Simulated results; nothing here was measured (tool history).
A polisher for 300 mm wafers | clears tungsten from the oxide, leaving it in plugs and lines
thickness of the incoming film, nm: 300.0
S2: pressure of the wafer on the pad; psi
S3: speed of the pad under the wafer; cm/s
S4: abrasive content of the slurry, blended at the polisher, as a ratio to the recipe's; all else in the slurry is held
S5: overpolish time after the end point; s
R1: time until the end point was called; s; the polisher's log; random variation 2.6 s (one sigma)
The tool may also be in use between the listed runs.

run 1 day=0 | flow_of_slurry_(ml/min)=125 S2=3.5 S3=84 S4=1 S5=35 | R1=82.995
run 2 day=0.142 | flow_of_slurry_(ml/min)=125 S2=3.1 S3=82 S4=1 S5=35 | R1=96.709
run 3 day=0.212 | flow_of_slurry_(ml/min)=125 S2=3.1 S3=82 S4=1 S5=35 | R1=95.78
run 4 day=0.338 | flow_of_slurry_(ml/min)=125 S2=3.1 S3=94 S4=1 S5=35 | R1=84.257
run 5 day=0.679 | flow_of_slurry_(ml/min)=125 S2=2.8 S3=92 S4=1 S5=35 | R1=91.089
run 6 day=0.721 | flow_of_slurry_(ml/min)=125 S2=2.8 S3=110 S4=1 S5=35 | R1=78.233
run 7 day=1 | flow_of_slurry_(ml/min)=125 S2=2.5 S3=104 S4=1 S5=35 | R1=92.317

The next listed run, before its measurement:
run 8 day=1.158 | flow_of_slurry_(ml/min)=125 S2=2.3 S3=100 S4=1 S5=35 | R1=?

Run 8 gave R1 103.08 s.

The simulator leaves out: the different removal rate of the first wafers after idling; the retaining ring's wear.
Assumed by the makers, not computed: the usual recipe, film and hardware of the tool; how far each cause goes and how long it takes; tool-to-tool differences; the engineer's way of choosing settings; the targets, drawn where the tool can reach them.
